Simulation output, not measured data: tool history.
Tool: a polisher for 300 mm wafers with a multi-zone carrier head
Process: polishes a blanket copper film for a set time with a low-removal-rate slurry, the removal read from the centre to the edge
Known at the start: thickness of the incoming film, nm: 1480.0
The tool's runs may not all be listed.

| run | hour | flow of slurry (ml/min) | pressure of the head's centre zone | pressure of the head's middle zone | pressure of the head's edge zone | abrasive content of the slurry | polishing time (s) | film removed at the wafer's centre (angstrom) | film removed at mid-radius (angstrom) | film removed at the wafer's edge (angstrom) |
|---|---|---|---|---|---|---|---|---|---|---|
| 1 | 0.0 | 235 | 1.00 | 1.00 | 1.00 | 1.00 | 61 | 1594.2 | 1593.5 | 1546.0 |
| 2 | 9.0 | 240 | 1.02 | 1.02 | 1.04 | 1.15 | 62 | 1773.8 | 1669.7 | 1664.5 |
| 3 | 15.6 | 240 | 1.02 | 0.96 | 1.04 | 1.15 | 62 | 1719.3 | 1594.6 | 1632.1 |
| 4 | 19.2 | 245 | 1.02 | 1.01 | 1.07 | 1.20 | 63 | 1817.0 | 1729.9 | 1719.2 |
| 5 | 22.7 | 245 | 1.02 | 1.01 | 1.07 | 1.10 | 63 | 1739.3 | 1654.9 | 1673.7 |
| 6 | 25.3 | 245 | 1.02 | 1.01 | 1.10 | 1.10 | 63 | 1749.2 | 1673.0 | 1714.8 |
| 7 | 29.4 | 245 | 1.02 | 1.04 | 1.12 | 1.15 | 64 | 1797.3 | 1766.2 | 1744.1 |

Run 8 has not been measured yet. What should we expect?
| 8 | 37.0 | 250 | 1.02 | 1.04 | 1.14 | 1.25 | 65 | ? | ? | ? |

{"run 8": {"film removed at the wafer's centre (angstrom)": 1885.4, "film removed at mid-radius (angstrom)": 1807.1, "film removed at the wafer's edge (angstrom)": 1812.3}}

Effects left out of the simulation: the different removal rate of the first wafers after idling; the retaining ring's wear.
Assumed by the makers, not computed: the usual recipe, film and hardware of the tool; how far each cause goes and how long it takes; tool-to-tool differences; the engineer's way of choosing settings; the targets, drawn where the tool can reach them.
